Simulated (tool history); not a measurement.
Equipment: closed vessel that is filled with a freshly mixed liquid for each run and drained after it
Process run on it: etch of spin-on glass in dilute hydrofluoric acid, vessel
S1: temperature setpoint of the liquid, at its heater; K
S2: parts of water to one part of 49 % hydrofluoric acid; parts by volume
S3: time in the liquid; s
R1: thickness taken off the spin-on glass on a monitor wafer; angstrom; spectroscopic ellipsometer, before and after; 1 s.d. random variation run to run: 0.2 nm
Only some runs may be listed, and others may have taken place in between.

| run | hour | S1 | S2 | S3 | R1 |
|---|---|---|---|---|---|
| 1 | 0.0 | 298.15 | 95 | 95 | 320.82 |
| 2 | 9.0 | 298.15 | 95 | 100 | 338.07 |
| 3 | 10.6 | 298.15 | 95 | 95 | 318.40 |
| 4 | 16.9 | 297.65 | 95 | 95 | 312.20 |
| 5 | 19.8 | 297.65 | 80 | 95 | 377.09 |
| 6 | 26.7 | 301.15 | 80 | 95 | 437.51 |
| 7 | 33.4 | 299.65 | 80 | 95 | 407.56 |
| 8 | 39.5 | 298.15 | 80 | 95 | 386.74 |
| 9 | 44.0 | 297.15 | 80 | 95 | 371.98 |

Run 10 comes next. What will it give?
| 10 | 48.4 | 293.15 | 85 | 95 | ? |

{"run 10": {"R1": 294.75}}
